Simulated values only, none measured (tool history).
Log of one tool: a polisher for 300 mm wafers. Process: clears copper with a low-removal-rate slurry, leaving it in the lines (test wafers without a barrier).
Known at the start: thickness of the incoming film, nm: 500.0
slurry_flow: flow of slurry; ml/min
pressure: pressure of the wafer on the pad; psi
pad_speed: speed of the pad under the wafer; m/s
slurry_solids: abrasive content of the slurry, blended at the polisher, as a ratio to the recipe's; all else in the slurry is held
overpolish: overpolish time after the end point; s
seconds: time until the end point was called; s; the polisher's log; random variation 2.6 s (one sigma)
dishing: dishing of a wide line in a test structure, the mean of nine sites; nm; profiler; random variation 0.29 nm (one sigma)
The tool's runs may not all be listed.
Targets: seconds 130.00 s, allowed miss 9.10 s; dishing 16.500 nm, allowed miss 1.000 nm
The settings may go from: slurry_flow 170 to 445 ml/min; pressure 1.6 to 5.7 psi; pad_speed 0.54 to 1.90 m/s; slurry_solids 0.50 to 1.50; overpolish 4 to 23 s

| run | hour | slurry_flow | pressure | pad_speed | slurry_solids | overpolish | seconds | dishing |
|---|---|---|---|---|---|---|---|---|
| 1 | 0.0 | 285 | 3.6 | 1.22 | 1.00 | 12 | 164.47 | 29.645 |
| 2 | 1.8 | 285 | 4.2 | 1.22 | 1.00 | 12 | 143.14 | 33.960 |
| 3 | 9.9 | 285 | 5.0 | 1.22 | 1.00 | 12 | 125.83 | 39.751 |
| 4 | 18.3 | 285 | 5.0 | 1.32 | 1.00 | 12 | 117.64 | 41.802 |
| 5 | 22.5 | 280 | 4.1 | 1.50 | 0.95 | 9 | 124.40 | 29.999 |
| 6 | 26.8 | 280 | 3.4 | 1.50 | 0.95 | 9 | 143.83 | 24.680 |
| 7 | 33.0 | 270 | 3.2 | 1.62 | 0.90 | 7 | 146.65 | 20.103 |
| 8 | 39.0 | 220 | 3.6 | 1.84 | 0.65 | 4 | 128.73 | 13.986 |
| 9 | 43.7 | 220 | 3.6 | 1.84 | 0.65 | 4 | 125.36 | 14.120 |
| 10 | 46.8 | 230 | 3.5 | 1.82 | 0.70 | 4 | 127.69 | 13.305 |

Which of these 5 next moves meets every target?
| A | 49.9 | 175 | 3.5 | 1.84 | 0.85 | 4 | ? | ? |
| B | 49.9 | 285 | 3.6 | 1.72 | 0.70 | 5 | ? | ? |
| C | 49.9 | 185 | 3.3 | 1.74 | 0.85 | 4 | ? | ? |
| D | 49.9 | 265 | 3.6 | 1.76 | 0.55 | 6 | ? | ? |
| E | 49.9 | 265 | 3.2 | 1.72 | 0.50 | 5 | ? | ? |

| move | seconds | dishing |
|---|---|---|
| A | 128.87 | 13.533 |
| B | 129.34 | 16.718 |
| C | 141.65 | 12.343 |
| D | 132.55 | 19.432 |
| E | 152.42 | 14.256 |
A: nearer than the last run, and not there yet
B: meets every target
C: further off than the last run
D: takes the result that was furthest off past its target
E: nearer than the last run, and not there yet
Move B is the one to make.
